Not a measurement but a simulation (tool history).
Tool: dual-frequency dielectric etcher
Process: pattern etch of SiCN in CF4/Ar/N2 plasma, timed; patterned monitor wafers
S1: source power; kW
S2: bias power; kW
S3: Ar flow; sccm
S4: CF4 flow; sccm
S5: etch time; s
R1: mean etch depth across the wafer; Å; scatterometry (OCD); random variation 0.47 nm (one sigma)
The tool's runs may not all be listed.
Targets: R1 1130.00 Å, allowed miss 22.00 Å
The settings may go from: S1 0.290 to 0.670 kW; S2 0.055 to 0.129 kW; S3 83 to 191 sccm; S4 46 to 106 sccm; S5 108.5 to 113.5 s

run	hour	S1	S2	S3	S4	S5	R1
1	0.0	0.480	0.092	137	76	108.5	986.62
2	1.2	0.480	0.079	137	76	108.5	920.94
3	4.0	0.480	0.079	113	76	108.5	950.04
4	12.9	0.480	0.079	113	76	108.5	945.52
5	20.9	0.490	0.079	113	76	108.5	966.89
6	23.5	0.500	0.079	113	76	108.5	984.02
7	25.1	0.510	0.079	113	76	108.5	998.82
8	29.4	0.520	0.079	113	76	108.5	1027.60
9	36.0	0.550	0.079	113	76	108.5	1083.30
10	41.1	0.560	0.079	113	76	108.5	1096.80

Which of these 5 next moves meets every target?
A	46.2	0.580	0.076	121	65	112.5	?
B	46.2	0.590	0.056	117	82	111.5	?
C	46.2	0.540	0.079	120	71	111.5	?
D	46.2	0.510	0.086	100	79	108.5	?
E	46.2	0.600	0.057	137	93	111.5	?

move	R1
A	1125.20
B	1041.10
C	1075.10
D	1066.30
E	1067.90
A: meets every target
B: further off than the last run
C: further off than the last run
D: further off than the last run
E: further off than the last run
Answer: A
